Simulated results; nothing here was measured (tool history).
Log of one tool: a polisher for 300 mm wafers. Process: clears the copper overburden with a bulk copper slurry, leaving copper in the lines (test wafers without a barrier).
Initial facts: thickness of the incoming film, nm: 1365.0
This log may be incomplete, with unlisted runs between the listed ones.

| run | hour | flow of slurry (ml/min) | pressure of the wafer on the pad (kPa) | speed of the pad under the wafer (m/s) | abrasive content of the slurry | overpolish time after the end point (s) | time until the end point was called (s) | dishing of a wide line in a test structure (Å) |
|---|---|---|---|---|---|---|---|---|
| 1 | 0 | 250 | 18.6 | 1.28 | 1 | 25 | 125.43 | 642.16 |
| 2 | 0.9 | 250 | 18.6 | 1.28 | 0.85 | 25 | 132.13 | 626.78 |
| 3 | 8.1 | 250 | 15.2 | 1.28 | 0.85 | 25 | 157.97 | 593.27 |
| 4 | 16.4 | 250 | 14.5 | 1.24 | 0.85 | 26 | 170.18 | 585.98 |
| 5 | 22.4 | 250 | 13.8 | 1.2 | 0.85 | 27 | 182.77 | 580.45 |
| 6 | 29.2 | 250 | 13.1 | 1.16 | 0.85 | 28 | 200.16 | 570.26 |
| 7 | 34.8 | 250 | 12.4 | 1.14 | 0.85 | 29 | 214.11 | 558.79 |

The next listed run, before its measurement:
| 8 | 39.2 | 250 | 11.7 | 1.12 | 0.85 | 30 | ? | ? |

time until the end point was called (s): 229.51
dishing of a wide line in a test structure (Å): 540.19
